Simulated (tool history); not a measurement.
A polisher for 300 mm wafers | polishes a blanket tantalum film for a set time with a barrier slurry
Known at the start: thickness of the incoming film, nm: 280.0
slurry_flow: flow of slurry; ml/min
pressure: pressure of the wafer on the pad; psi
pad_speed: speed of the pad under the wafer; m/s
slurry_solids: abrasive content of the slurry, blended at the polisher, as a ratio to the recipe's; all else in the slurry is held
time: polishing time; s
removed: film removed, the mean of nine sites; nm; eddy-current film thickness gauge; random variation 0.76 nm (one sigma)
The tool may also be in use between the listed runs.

run  hour  slurry_flow  pressure  pad_speed  slurry_solids  time  removed
  1     0          210       2.5       0.82              1    74   110.51
  2   1.1          235       2.5       0.82              1    74   109.83
  3   7.1          235       2.9       0.82              1    74   129.34
  4   8.4          235       3.4       0.82              1    74   148.86
  5    15          235       3.4       0.82            1.2    74   158.61
  6  15.8          235       3.4       0.66            1.2    74   127.65

Forecast run 7:
  7  24.2          235         3       0.66            1.2    74        ?

removed: 113.24 nm
